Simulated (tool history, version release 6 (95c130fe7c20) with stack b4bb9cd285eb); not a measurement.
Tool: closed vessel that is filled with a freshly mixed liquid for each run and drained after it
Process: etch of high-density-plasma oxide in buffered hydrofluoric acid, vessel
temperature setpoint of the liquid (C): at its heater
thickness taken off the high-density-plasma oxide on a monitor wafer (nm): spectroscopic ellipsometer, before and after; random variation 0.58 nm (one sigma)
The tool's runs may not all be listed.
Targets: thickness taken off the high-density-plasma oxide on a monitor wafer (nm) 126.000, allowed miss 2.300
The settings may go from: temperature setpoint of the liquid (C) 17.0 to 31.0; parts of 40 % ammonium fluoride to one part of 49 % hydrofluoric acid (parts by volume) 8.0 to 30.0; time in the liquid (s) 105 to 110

run,hour,temperature setpoint of the liquid (C),parts of 40 % ammonium fluoride to one part of 49 % hydrofluoric acid (parts by volume),time in the liquid (s),thickness taken off the high-density-plasma oxide on a monitor wafer (nm)
1,0.0,23.0,22.5,105,76.730
2,2.4,23.0,22.5,105,75.550
3,9.6,26.0,22.5,105,89.620
4,12.8,26.0,20.0,105,96.861
5,20.3,26.0,20.0,105,97.540
6,27.4,26.0,24.5,105,84.323
7,34.5,27.5,23.0,105,95.579
8,37.6,28.5,22.0,105,105.360
9,40.3,29.5,21.5,105,111.270

4 next moves are on the table. One of them brings every result within its allowed miss. Which?
A,43.0,29.5,22.5,105,?
B,43.0,29.0,19.0,110,?
C,43.0,30.5,22.0,110,?
D,43.0,31.0,19.5,105,?

move,thickness taken off the high-density-plasma oxide on a monitor wafer (nm)
A,109.550
B,127.400
C,122.860
D,131.730
A: further off than the last run
B: meets every target
C: nearer than the last run, and not there yet
D: takes the result that was furthest off past its target
Move B is the one to make.

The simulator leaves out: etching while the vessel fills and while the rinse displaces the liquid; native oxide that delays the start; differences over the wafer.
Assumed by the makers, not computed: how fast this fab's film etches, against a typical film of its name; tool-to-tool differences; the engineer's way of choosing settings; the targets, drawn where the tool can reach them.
